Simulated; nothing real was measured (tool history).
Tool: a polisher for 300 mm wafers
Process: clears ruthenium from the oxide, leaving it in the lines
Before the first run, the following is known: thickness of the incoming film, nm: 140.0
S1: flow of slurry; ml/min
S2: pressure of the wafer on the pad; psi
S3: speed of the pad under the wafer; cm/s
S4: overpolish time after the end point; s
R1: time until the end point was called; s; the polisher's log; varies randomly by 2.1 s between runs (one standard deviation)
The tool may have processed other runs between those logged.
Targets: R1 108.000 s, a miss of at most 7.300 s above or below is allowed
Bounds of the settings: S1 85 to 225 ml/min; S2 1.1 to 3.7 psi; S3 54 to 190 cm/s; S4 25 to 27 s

run	day	S1	S2	S3	S4	R1
1	0.000	145	2.4	122	25	70.691
2	0.221	145	2.7	122	25	64.337
3	0.283	145	2.7	122	27	67.157
4	0.450	145	2.4	118	27	71.372
5	0.617	145	2.1	118	27	82.462
6	0.746	145	2.3	118	27	73.597
7	0.846	145	2.0	114	27	84.846
8	1.017	145	1.8	112	27	85.912

Below are 4 possible settings for the next run. Only one of them brings all results inside the allowed miss of their targets. Which is it?
A	1.188	150	2.4	134	26	?
B	1.188	105	1.9	132	26	?
C	1.188	135	1.5	100	26	?
D	1.188	170	2.4	134	26	?

move	R1
A	62.214
B	75.638
C	108.020
D	61.272
A: the biggest miss grows against the last run
B: the biggest miss grows against the last run
C: every result within its allowed miss
D: the biggest miss grows against the last run
Move C is the one to make.

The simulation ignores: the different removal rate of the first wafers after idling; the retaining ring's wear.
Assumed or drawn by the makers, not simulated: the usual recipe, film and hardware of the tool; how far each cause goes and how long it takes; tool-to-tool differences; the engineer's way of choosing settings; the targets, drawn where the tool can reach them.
